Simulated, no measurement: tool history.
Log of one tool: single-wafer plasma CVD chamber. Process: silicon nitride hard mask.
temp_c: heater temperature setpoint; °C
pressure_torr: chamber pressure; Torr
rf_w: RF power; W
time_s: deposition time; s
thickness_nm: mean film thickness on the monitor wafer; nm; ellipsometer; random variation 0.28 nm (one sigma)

run	hour	temp_c	pressure_torr	rf_w	time_s	thickness_nm
1	0.0	395	1.73	380	44.5	64.877
2	8.7	395	1.81	390	44.5	66.808
3	15.9	395	1.88	395	44.5	67.680
4	24.1	395	1.88	395	42.3	64.377
5	25.7	395	1.91	410	42.5	66.024
6	33.1	395	1.94	425	42.7	68.334
7	37.7	395	1.94	425	42.7	68.519
8	40.1	395	1.94	425	42.7	68.523
9	48.2	395	1.94	425	42.7	68.398

Predict the results of run 10:
10	52.2	395	1.97	435	42.8	?

Run 10 came out at thickness_nm 69.996 nm.
